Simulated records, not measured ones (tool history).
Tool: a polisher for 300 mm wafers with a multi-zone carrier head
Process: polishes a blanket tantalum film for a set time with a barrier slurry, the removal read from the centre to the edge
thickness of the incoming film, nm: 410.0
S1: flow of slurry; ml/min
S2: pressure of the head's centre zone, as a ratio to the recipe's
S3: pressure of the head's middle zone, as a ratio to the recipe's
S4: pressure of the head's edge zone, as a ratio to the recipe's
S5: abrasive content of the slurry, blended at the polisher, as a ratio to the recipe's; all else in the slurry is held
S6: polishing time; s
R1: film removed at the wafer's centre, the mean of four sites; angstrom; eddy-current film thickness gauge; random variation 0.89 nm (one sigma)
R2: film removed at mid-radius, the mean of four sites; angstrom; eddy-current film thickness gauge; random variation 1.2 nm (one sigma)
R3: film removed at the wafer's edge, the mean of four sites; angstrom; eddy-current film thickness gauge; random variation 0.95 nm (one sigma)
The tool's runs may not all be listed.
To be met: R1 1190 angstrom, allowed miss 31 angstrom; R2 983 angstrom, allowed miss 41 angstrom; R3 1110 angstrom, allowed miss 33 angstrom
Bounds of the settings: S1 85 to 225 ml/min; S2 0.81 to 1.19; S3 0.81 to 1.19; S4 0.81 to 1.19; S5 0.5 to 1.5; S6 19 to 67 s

run,day,S1,S2,S3,S4,S5,S6,R1,R2,R3
1,0,145,1,1,1,1,43,982.64,995.49,944.36
2,0.367,155,1.01,0.98,1.02,1,43,1010.2,990.48,964.54
3,0.512,155,1.01,0.98,1.02,0.8,43,955.91,918.11,910.44
4,0.729,160,1.02,0.97,1.04,0.85,43,989.31,934.88,925.32
5,1.104,160,1.02,0.89,1.04,0.85,43,986.59,884.57,925.98
6,1.258,160,1.02,0.94,1.04,0.85,43,996.08,904.78,919.04
7,1.379,160,1.02,0.92,1.06,0.9,43,1012.9,907.62,942.28
8,1.425,165,1.02,0.91,1.08,0.95,43,1023.7,920.27,974.36
9,1.654,170,1.03,0.91,1.09,0.95,43,1021,913.77,977.14
10,1.9,200,1.12,0.9,1.19,1.2,44,1250.1,1009.3,1135.7
11,2.117,195,1.12,0.9,1.19,1.2,44,1235.6,1035.5,1124.5
12,2.162,195,1.12,0.89,1.19,1.2,44,1249.5,1015,1130.2
13,2.496,190,1.12,0.89,1.19,1.2,44,1248.8,1029,1144.4
14,2.833,190,1.11,0.89,1.19,1.2,44,1215.3,999.66,1151

5 next moves are on the table. One of them brings every result within its allowed miss. Which?
A,3.171,135,1.14,0.85,1.09,1.1,47,?,?,?
B,3.171,205,1.09,0.91,1.19,1.45,43,?,?,?
C,3.171,225,1.08,0.88,1.19,1.4,41,?,?,?
D,3.171,195,1.05,0.84,1.19,1.5,43,?,?,?
E,3.171,160,1.11,0.93,1.18,1.15,48,?,?,?

move,R1,R2,R3
A,1240.9,948.17,1089.5
B,1236.1,1028.9,1154
C,1173.7,961.9,1101.8
D,1189.7,973.27,1157.5
E,1285.1,1070.8,1188.4
A: brings the result that was furthest off to its target, and leaves another outside
B: further off than the last run
C: meets every target
D: further off than the last run
E: further off than the last run
Move C is the one to make.

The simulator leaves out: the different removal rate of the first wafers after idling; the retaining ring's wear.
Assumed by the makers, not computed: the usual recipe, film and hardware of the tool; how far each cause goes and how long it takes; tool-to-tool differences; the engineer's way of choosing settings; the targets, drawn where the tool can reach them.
